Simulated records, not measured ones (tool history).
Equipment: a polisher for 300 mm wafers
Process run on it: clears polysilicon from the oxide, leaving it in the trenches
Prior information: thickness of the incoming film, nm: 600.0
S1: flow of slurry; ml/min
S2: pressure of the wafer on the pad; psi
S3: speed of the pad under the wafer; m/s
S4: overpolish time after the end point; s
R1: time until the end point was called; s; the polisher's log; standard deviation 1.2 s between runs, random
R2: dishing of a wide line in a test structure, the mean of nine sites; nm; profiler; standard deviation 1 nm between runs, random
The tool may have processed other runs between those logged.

Run 1, hour 0: S1 150 ml/min, S2 2 psi, S3 0.98 m/s, S4 22 s. Result: R1 63.578 s, R2 72.768 nm.
Run 2, hour 4.4: S1 150 ml/min, S2 1.9 psi, S3 0.98 m/s, S4 22 s. Result: R1 66.174 s, R2 70.371 nm.
Run 3, hour 9.5: S1 150 ml/min, S2 1.9 psi, S3 1.1 m/s, S4 22 s. Result: R1 60.515 s, R2 72.723 nm.
Run 4, hour 15.3: S1 150 ml/min, S2 1.9 psi, S3 1.22 m/s, S4 22 s. Result: R1 53.816 s, R2 73.347 nm.
Run 5, hour 22.4: S1 150 ml/min, S2 2.2 psi, S3 1.22 m/s, S4 22 s. Result: R1 48.589 s, R2 73.151 nm.
At hour 30.2: slurry nozzle cleaned.
Run 6, hour 30.2: S1 150 ml/min, S2 2.2 psi, S3 1.4 m/s, S4 22 s. Result: R1 40.888 s, R2 76.125 nm.
Run 7, hour 32.7: S1 145 ml/min, S2 1.6 psi, S3 1.32 m/s, S4 31 s. Result: R1 56.43 s, R2 74.932 nm.

Expected results for the next run?
Run 8, hour 40.3: S1 140 ml/min, S2 1 psi, S3 1.2 m/s, S4 37 s. Result: R1 ?, R2 ?.

Logged for run 8: R1 86.423 s, R2 74.633 nm.

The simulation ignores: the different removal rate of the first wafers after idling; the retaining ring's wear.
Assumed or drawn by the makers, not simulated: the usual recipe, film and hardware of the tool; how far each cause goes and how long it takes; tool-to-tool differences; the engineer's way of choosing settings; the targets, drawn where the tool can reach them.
